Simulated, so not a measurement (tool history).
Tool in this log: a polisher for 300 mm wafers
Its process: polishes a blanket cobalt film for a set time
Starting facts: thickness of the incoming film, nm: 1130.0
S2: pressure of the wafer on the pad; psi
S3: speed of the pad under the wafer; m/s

{"run": 1, "hour": 0.0, "flow of slurry (ml/min)": 255, "S2": 1.7, "S3": 1.22, "polishing time (s)": 98, "film removed (angstrom)": 5268.2}
{"run": 2, "hour": 4.1, "flow of slurry (ml/min)": 255, "S2": 1.3, "S3": 1.22, "polishing time (s)": 98, "film removed (angstrom)": 4068.9}
{"run": 3, "hour": 8.1, "flow of slurry (ml/min)": 255, "S2": 1.4, "S3": 1.22, "polishing time (s)": 98, "film removed (angstrom)": 4375.2}
{"run": 4, "hour": 8.6, "flow of slurry (ml/min)": 255, "S2": 1.4, "S3": 1.42, "polishing time (s)": 98, "film removed (angstrom)": 5126.2}
{"run": 5, "hour": 13.4, "flow of slurry (ml/min)": 255, "S2": 1.5, "S3": 1.42, "polishing time (s)": 98, "film removed (angstrom)": 5469.5}
{"run": 6, "hour": 19.2, "flow of slurry (ml/min)": 255, "S2": 1.7, "S3": 1.42, "polishing time (s)": 98, "film removed (angstrom)": 6195.6}
{"run": 7, "hour": 24.7, "flow of slurry (ml/min)": 265, "S2": 1.9, "S3": 1.42, "polishing time (s)": 98, "film removed (angstrom)": 6848.9}

What does the tool deliver on the next run?
{"run": 8, "hour": 33.2, "flow of slurry (ml/min)": 265, "S2": 2.1, "S3": 1.42, "polishing time (s)": 98, "film removed (angstrom)": "?"}

film removed (angstrom): 7668.8
